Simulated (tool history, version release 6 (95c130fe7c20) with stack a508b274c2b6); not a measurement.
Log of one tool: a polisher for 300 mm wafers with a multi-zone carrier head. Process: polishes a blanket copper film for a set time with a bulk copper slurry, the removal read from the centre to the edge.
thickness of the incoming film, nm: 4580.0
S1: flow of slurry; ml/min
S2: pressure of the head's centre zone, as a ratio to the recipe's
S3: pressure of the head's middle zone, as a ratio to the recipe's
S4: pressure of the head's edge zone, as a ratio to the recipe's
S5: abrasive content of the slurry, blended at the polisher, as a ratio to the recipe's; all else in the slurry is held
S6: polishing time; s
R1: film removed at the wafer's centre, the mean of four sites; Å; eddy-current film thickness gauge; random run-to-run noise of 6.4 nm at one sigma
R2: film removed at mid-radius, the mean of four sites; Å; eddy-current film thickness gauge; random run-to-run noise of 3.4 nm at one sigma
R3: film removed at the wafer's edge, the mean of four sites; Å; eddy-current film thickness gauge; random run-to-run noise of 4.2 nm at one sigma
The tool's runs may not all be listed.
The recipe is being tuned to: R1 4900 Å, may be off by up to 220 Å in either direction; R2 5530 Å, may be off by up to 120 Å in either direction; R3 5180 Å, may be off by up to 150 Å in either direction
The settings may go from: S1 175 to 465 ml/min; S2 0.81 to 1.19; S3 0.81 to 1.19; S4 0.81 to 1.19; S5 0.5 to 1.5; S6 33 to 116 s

| run | hour | S1 | S2 | S3 | S4 | S5 | S6 | R1 | R2 | R3 |
|---|---|---|---|---|---|---|---|---|---|---|
| 1 | 0 | 295 | 1 | 1 | 1 | 1 | 74 | 6541.6 | 6559.2 | 6546 |
| 2 | 3.2 | 295 | 0.98 | 1 | 0.98 | 0.95 | 74 | 6290.1 | 6428 | 6439.7 |
| 3 | 9.4 | 295 | 0.97 | 1.01 | 0.96 | 0.9 | 73 | 5991.7 | 6313.7 | 6177.2 |
| 4 | 18.1 | 295 | 0.97 | 1.07 | 0.96 | 0.9 | 73 | 6047.3 | 6623.2 | 6159.3 |
| 5 | 23.8 | 290 | 0.96 | 1.06 | 0.94 | 0.85 | 73 | 5768.1 | 6493.3 | 6016.5 |
| 6 | 31.7 | 290 | 0.96 | 1.05 | 0.93 | 0.8 | 73 | 5675.1 | 6257.6 | 5905.5 |
| 7 | 33.7 | 285 | 0.96 | 1.05 | 0.92 | 0.8 | 73 | 5768.9 | 6273 | 5888.1 |
| 8 | 39.4 | 285 | 0.95 | 1.05 | 0.91 | 0.75 | 73 | 5582.4 | 6122.4 | 5747.3 |
| 9 | 42.5 | 280 | 0.94 | 1.05 | 0.9 | 0.75 | 73 | 5539.8 | 6090.1 | 5702.7 |
| 10 | 44.4 | 245 | 0.86 | 1 | 0.81 | 0.55 | 72 | 4386.1 | 5180.7 | 4714.9 |
| 11 | 48.2 | 260 | 0.87 | 1 | 0.82 | 0.55 | 72 | 4455.6 | 5197.9 | 4788.2 |
| 12 | 55.8 | 270 | 0.88 | 1 | 0.83 | 0.55 | 72 | 4701.7 | 5163 | 4868.5 |
| 13 | 58.5 | 275 | 0.88 | 1.01 | 0.84 | 0.55 | 72 | 4509.9 | 5320.1 | 4883.6 |
| 14 | 66.8 | 280 | 0.89 | 1.01 | 0.85 | 0.55 | 72 | 4622.2 | 5275.6 | 4792.7 |
| 15 | 67.7 | 270 | 0.9 | 1.01 | 0.86 | 0.55 | 72 | 4605.1 | 5206.9 | 4815.5 |
| 16 | 73.1 | 355 | 0.92 | 1.03 | 0.94 | 0.65 | 72 | 5156.4 | 5790 | 5458.6 |
| 17 | 77.1 | 350 | 0.92 | 1.03 | 0.93 | 0.65 | 72 | 5203 | 5809.6 | 5475.3 |
| 18 | 85.5 | 340 | 0.92 | 1.03 | 0.92 | 0.65 | 72 | 5267.8 | 5813.6 | 5528.6 |

Exactly one of the 5 candidate moves below puts every result within its allowed miss. Which one?
| A | 93.9 | 265 | 0.92 | 1.04 | 0.93 | 0.65 | 70 | ? | ? | ? |
| B | 93.9 | 240 | 0.85 | 0.97 | 0.99 | 0.55 | 88 | ? | ? | ? |
| C | 93.9 | 315 | 0.99 | 1.15 | 0.85 | 0.65 | 71 | ? | ? | ? |
| D | 93.9 | 290 | 0.86 | 1.13 | 0.81 | 0.8 | 70 | ? | ? | ? |
| E | 93.9 | 270 | 0.92 | 0.89 | 0.94 | 0.75 | 74 | ? | ? | ? |

| move | R1 | R2 | R3 |
|---|---|---|---|
| A | 4956.7 | 5534.6 | 5228.7 |
| B | 5368.8 | 6131.9 | 6345.8 |
| C | 5498.4 | 6199.1 | 5134.7 |
| D | 4996.9 | 6405.4 | 5278.5 |
| E | 5496.2 | 5390 | 5841.6 |
A: all results in spec
B: moves away from the targets compared with the last run
C: moves away from the targets compared with the last run
D: moves away from the targets compared with the last run
E: takes the biggest miss from the last run beyond its target
Correct choice: A, which meets every target
